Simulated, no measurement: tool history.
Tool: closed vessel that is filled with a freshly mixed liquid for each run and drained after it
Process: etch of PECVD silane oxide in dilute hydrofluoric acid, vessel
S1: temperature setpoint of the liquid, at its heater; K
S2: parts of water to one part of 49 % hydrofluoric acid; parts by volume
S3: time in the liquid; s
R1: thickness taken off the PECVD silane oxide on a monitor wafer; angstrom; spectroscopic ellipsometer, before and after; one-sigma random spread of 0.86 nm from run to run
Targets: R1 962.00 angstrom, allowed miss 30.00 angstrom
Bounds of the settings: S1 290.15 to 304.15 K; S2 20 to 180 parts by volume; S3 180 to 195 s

run,day,S1,S2,S3,R1
1,0.000,296.15,100,180,544.64
2,0.212,297.15,95,180,595.17
3,0.338,298.15,90,180,649.74
4,0.521,298.15,90,180,648.99
5,0.579,298.65,85,180,710.03
6,0.671,301.15,85,180,782.83
# day 0.738: hydrofluoric acid flow meter replaced
7,0.738,301.65,85,180,752.99
8,0.896,301.65,85,180,757.48
9,1.150,302.15,85,180,774.71
10,1.204,303.15,75,180,915.06
11,1.438,303.65,75,180,937.60

Which one of the following 5 next-run settings gets every result inside its allowed miss? There is exactly one.
A,1.671,303.65,85,195,?
B,1.671,304.15,85,195,?
C,1.671,303.15,75,180,?
D,1.671,304.15,80,185,?
E,1.671,304.15,75,180,?

move,R1
A,879.78
B,896.54
C,916.40
D,910.48
E,952.05
A: its largest miss is bigger than the last run's
B: its largest miss is bigger than the last run's
C: its largest miss is bigger than the last run's
D: its largest miss is bigger than the last run's
E: each result inside its tolerance
Correct choice: E, which meets every target
